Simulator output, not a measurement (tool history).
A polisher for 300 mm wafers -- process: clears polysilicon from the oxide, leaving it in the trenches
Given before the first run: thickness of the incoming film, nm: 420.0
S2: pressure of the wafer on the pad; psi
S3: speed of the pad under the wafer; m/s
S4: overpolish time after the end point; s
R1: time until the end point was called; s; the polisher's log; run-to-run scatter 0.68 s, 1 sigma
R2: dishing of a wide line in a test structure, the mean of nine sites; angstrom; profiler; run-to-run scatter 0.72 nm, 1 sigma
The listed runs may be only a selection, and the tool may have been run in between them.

Run 1, day 0.000: flow of slurry (ml/min) 130, S2 1.9 psi, S3 1.30 m/s, S4 25 s. Result: R1 35.929 s, R2 384.92 angstrom.
Run 2, day 0.367: flow of slurry (ml/min) 130, S2 1.8 psi, S3 1.28 m/s, S4 25 s. Result: R1 38.152 s, R2 388.35 angstrom.
Run 3, day 0.550: flow of slurry (ml/min) 130, S2 1.8 psi, S3 1.00 m/s, S4 25 s. Result: R1 48.931 s, R2 403.36 angstrom.
Run 4, day 0.912: flow of slurry (ml/min) 130, S2 1.8 psi, S3 1.00 m/s, S4 34 s. Result: R1 48.121 s, R2 389.88 angstrom.
Run 5, day 1.279: flow of slurry (ml/min) 130, S2 1.8 psi, S3 1.00 m/s, S4 42 s. Result: R1 49.320 s, R2 385.77 angstrom.
Run 6, day 1.375: flow of slurry (ml/min) 130, S2 2.1 psi, S3 1.00 m/s, S4 42 s. Result: R1 43.333 s, R2 399.11 angstrom.
Run 7, day 1.729: flow of slurry (ml/min) 130, S2 2.0 psi, S3 1.00 m/s, S4 41 s. Result: R1 45.589 s, R2 391.86 angstrom.
Run 8, day 1.933: flow of slurry (ml/min) 130, S2 1.9 psi, S3 1.00 m/s, S4 41 s. Result: R1 46.731 s, R2 403.25 angstrom.
Run 9, day 2.171: flow of slurry (ml/min) 125, S2 1.8 psi, S3 1.00 m/s, S4 39 s. Result: R1 49.078 s, R2 397.65 angstrom.

Expected results for the next run?
Run 10, day 2.300: flow of slurry (ml/min) 130, S2 1.7 psi, S3 1.00 m/s, S4 39 s. Result: R1 ?, R2 ?.

R1: 50.574 s
R2: 383.92 angstrom
